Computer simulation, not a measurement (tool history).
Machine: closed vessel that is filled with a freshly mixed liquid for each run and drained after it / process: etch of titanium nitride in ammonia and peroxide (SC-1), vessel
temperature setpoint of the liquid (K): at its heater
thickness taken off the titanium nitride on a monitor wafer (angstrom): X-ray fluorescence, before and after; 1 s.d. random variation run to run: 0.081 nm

run	hour	temperature setpoint of the liquid (K)	parts of water to one part of 30 % peroxide (parts by volume)	parts of 29 % ammonia solution to one part of 30 % peroxide (parts by volume)	time in the liquid (s)	thickness taken off the titanium nitride on a monitor wafer (angstrom)
1	0	321.15	8	0.95	190	64.168
2	6.4	321.15	6	0.95	190	72.966
3	13.4	321.15	7.5	0.95	190	66.424
4	21.7	321.15	7.5	1.1	190	67.06
5	30.6	322.65	7.5	1.1	190	74.713
6	32.6	329.65	7.5	1.1	190	120.57

Run 7 comes next. What will it give?
7	39.1	329.65	7.5	1.1	190	?

{"run 7": {"thickness taken off the titanium nitride on a monitor wafer (angstrom)": 121.99}}
